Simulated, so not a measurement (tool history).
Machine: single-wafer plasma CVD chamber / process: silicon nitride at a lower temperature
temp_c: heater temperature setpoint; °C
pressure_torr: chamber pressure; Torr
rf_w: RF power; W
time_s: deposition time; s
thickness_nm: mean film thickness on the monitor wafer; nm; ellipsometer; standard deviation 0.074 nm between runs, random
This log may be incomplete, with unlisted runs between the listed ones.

{"run": 1, "hour": 0.0, "temp_c": 345, "pressure_torr": 1.79, "rf_w": 290, "time_s": 23.8, "thickness_nm": 31.617}
{"run": 2, "hour": 7.6, "temp_c": 345, "pressure_torr": 1.79, "rf_w": 290, "time_s": 23.8, "thickness_nm": 31.356}
{"run": 3, "hour": 9.6, "temp_c": 345, "pressure_torr": 1.79, "rf_w": 275, "time_s": 23.8, "thickness_nm": 29.739}
{"run": 4, "hour": 16.3, "temp_c": 345, "pressure_torr": 1.71, "rf_w": 275, "time_s": 23.8, "thickness_nm": 29.685}
{"run": 5, "hour": 20.3, "temp_c": 340, "pressure_torr": 1.71, "rf_w": 275, "time_s": 23.8, "thickness_nm": 29.577}
{"run": 6, "hour": 26.7, "temp_c": 340, "pressure_torr": 1.64, "rf_w": 275, "time_s": 23.8, "thickness_nm": 29.111}
{"run": 7, "hour": 31.6, "temp_c": 340, "pressure_torr": 1.59, "rf_w": 275, "time_s": 23.8, "thickness_nm": 29.048}

Run 8 is up next; what results do you expect?
{"run": 8, "hour": 38.9, "temp_c": 340, "pressure_torr": 1.54, "rf_w": 275, "time_s": 23.8, "thickness_nm": "?"}

For run 8 the tool returned thickness_nm 28.634 nm.

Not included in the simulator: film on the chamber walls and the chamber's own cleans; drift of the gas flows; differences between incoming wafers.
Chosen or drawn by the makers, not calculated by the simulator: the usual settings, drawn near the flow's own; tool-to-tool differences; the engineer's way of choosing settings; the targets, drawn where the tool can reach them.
